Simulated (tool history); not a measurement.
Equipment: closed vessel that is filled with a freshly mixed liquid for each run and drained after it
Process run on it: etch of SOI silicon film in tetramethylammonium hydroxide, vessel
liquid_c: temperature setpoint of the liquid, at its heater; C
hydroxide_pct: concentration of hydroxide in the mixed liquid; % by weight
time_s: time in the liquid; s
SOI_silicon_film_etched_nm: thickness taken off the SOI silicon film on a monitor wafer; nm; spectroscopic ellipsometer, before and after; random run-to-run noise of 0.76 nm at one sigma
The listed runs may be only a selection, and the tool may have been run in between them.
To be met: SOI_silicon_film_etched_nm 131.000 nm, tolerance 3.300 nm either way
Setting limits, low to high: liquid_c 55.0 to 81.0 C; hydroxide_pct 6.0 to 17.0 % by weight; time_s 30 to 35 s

| run | hour | liquid_c | hydroxide_pct | time_s | SOI_silicon_film_etched_nm |
|---|---|---|---|---|---|
| 1 | 0.0 | 68.0 | 11.5 | 35 | 206.650 |
| 2 | 7.8 | 65.5 | 11.5 | 35 | 179.690 |
| 3 | 9.3 | 61.0 | 11.5 | 35 | 134.770 |
| 4 | 17.8 | 56.0 | 11.5 | 35 | 98.734 |
| 5 | 22.6 | 57.5 | 11.5 | 35 | 109.060 |
| 6 | 26.9 | 58.5 | 11.5 | 35 | 116.040 |
| 7 | 32.0 | 59.0 | 11.5 | 35 | 119.740 |
| 8 | 38.6 | 61.0 | 11.5 | 35 | 135.460 |

Which of these 5 next moves meets every target?
| A | 45.2 | 59.5 | 10.0 | 35 | ? |
| B | 45.2 | 62.0 | 12.5 | 35 | ? |
| C | 45.2 | 62.0 | 7.5 | 30 | ? |
| D | 45.2 | 61.5 | 12.0 | 35 | ? |
| E | 45.2 | 61.0 | 11.0 | 35 | ? |

| move | SOI_silicon_film_etched_nm |
|---|---|
| A | 129.110 |
| B | 138.960 |
| C | 141.180 |
| D | 136.770 |
| E | 136.540 |
A: all results in spec
B: further off than the last run
C: further off than the last run
D: further off than the last run
E: further off than the last run
A is the move that brings every result within its allowed miss.
